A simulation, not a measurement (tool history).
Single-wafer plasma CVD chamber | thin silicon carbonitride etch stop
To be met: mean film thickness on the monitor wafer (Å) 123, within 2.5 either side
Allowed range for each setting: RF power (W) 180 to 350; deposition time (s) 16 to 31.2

run  hour  RF power (W)  deposition time (s)  mean film thickness on the monitor wafer (Å)
  1     0           265                 23.6                                        149.55
  2     2           265                 21.2                                        132.54
  3   2.8           265                 18.4                                        115.07
  4  11.1           270                 18.5                                        116.85
  5  12.7           275                 18.6                                        117.32
  6  20.6           275                 17.2                                        109.46
  7  24.5           280                 17.5                                        111.82
  8  28.8           280                 17.5                                        111.91
  9  30.9           320                 18.8                                        126.95

4 candidate next runs follow, results not yet known. Just one meets every target within its allowed miss. Identify it.
  A    33           320                 19.4                                             ?
  B    33           300                 18.7                                             ?
  C    33           295                 20.1                                             ?
  D    33           340                 18.9                                             ?

move  mean film thickness on the monitor wafer (Å)
   A                                        131.18
   B                                        123.59
   C                                        132.05
   D                                        130.54
A: lands further from the targets than the last run did
B: in spec on every target
C: lands further from the targets than the last run did
D: lands further from the targets than the last run did
The right move is B.

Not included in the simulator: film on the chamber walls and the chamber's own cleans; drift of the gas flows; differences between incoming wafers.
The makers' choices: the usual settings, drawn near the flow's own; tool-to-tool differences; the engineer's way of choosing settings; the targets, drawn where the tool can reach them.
